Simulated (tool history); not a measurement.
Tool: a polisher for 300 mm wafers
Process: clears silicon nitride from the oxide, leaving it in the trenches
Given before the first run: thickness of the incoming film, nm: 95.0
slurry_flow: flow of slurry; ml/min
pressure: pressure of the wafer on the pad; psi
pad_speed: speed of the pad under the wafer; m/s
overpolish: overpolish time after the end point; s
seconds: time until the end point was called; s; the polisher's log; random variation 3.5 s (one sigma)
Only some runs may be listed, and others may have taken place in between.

| run | day | slurry_flow | pressure | pad_speed | overpolish | seconds |
|---|---|---|---|---|---|---|
| 1 | 0 | 185 | 3.1 | 1 | 8 | 90.339 |
| 2 | 0.271 | 185 | 3.1 | 0.9 | 8 | 100.58 |
| 3 | 0.333 | 185 | 3.7 | 0.9 | 8 | 82.247 |
| 4 | 0.417 | 145 | 3.7 | 0.9 | 8 | 91.09 |
| 5 | 0.729 | 145 | 3.5 | 0.88 | 8 | 98.173 |
| 6 | 0.888 | 145 | 3.3 | 0.86 | 8 | 100.87 |
| 7 | 0.962 | 145 | 3.1 | 0.82 | 8 | 117.56 |
| 8 | 1.088 | 145 | 2.9 | 0.82 | 8 | 123.48 |
| 9 | 1.442 | 145 | 2.9 | 0.82 | 8 | 123.25 |

For run 10, what comes out?
| 10 | 1.788 | 145 | 2.8 | 0.82 | 8 | ? |

{"run 10": {"seconds": 125.21}}

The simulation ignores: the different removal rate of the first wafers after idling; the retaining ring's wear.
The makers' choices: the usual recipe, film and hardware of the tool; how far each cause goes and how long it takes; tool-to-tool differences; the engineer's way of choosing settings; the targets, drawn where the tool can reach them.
